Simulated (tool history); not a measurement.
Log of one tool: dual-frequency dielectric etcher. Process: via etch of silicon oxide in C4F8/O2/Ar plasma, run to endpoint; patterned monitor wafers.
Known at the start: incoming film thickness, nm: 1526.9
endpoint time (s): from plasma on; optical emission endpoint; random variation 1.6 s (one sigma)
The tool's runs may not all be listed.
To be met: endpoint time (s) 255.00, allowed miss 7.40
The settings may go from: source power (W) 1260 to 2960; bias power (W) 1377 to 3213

| run | hour | source power (W) | bias power (W) | endpoint time (s) |
|---|---|---|---|---|
| 1 | 0.0 | 2110 | 2295 | 304.21 |
| 2 | 2.0 | 2110 | 2490 | 298.79 |
| 3 | 10.4 | 1790 | 2490 | 335.58 |
| 4 | 16.0 | 1610 | 2490 | 357.11 |
| 5 | 23.8 | 1260 | 2490 | 442.05 |
| 6 | 32.5 | 1260 | 2300 | 449.20 |
| 7 | 37.0 | 1440 | 2326 | 398.76 |
| 8 | 41.5 | 1860 | 2474 | 326.28 |
| 9 | 48.6 | 1940 | 2487 | 316.05 |
| 10 | 55.7 | 2360 | 2777 | 268.30 |
| 11 | 60.5 | 2380 | 2782 | 271.27 |
| 12 | 69.4 | 2410 | 2787 | 268.91 |
| 13 | 72.9 | 2430 | 2792 | 264.30 |
| 14 | 80.8 | 2450 | 2796 | 264.62 |

4 next moves are on the table. One of them brings every result within its allowed miss. Which?
| A | 88.7 | 2180 | 3068 | ? |
| B | 88.7 | 2310 | 2735 | ? |
| C | 88.7 | 2370 | 2480 | ? |
| D | 88.7 | 2740 | 2482 | ? |

| move | endpoint time (s) |
|---|---|
| A | 272.31 |
| B | 271.61 |
| C | 274.69 |
| D | 252.84 |
A: further off than the last run
B: further off than the last run
C: further off than the last run
D: meets every target
The right move is D.
